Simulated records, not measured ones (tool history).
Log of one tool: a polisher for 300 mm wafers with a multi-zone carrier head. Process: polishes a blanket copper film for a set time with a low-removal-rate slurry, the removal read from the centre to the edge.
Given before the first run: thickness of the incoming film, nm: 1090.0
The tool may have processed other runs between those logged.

run,hour,flow of slurry (ml/min),pressure of the head's centre zone,pressure of the head's middle zone,pressure of the head's edge zone,abrasive content of the slurry,polishing time (s),film removed at the wafer's centre (nm),film removed at mid-radius (nm),film removed at the wafer's edge (nm)
1,0.0,305,1.00,1.00,1.00,1.00,31,103.660,104.690,105.890
2,3.0,305,0.92,1.00,1.00,1.00,31,95.383,105.280,106.180
3,10.1,310,0.98,1.03,1.01,1.10,31,106.970,108.000,107.520
4,11.6,310,0.98,1.03,1.04,1.10,31,104.150,107.320,109.160
5,12.3,310,0.98,1.03,1.04,1.10,27,91.705,95.394,96.806
6,17.8,315,1.00,1.06,1.04,1.20,29,102.870,104.030,106.620
7,19.7,320,1.02,1.10,1.01,1.25,30,107.530,112.450,109.280
8,27.2,325,1.06,1.12,1.00,1.30,30,117.160,116.310,106.060
9,32.2,325,1.07,1.13,1.02,1.35,30,115.210,118.110,109.700
10,33.9,330,1.09,1.13,1.03,1.40,30,119.790,119.080,111.950

What will run 11 give?
11,41.5,335,1.11,1.13,1.04,1.45,30,?,?,?

Run 11 produced film removed at the wafer's centre (nm) 123.100, film removed at mid-radius (nm) 120.070, film removed at the wafer's edge (nm) 113.130.
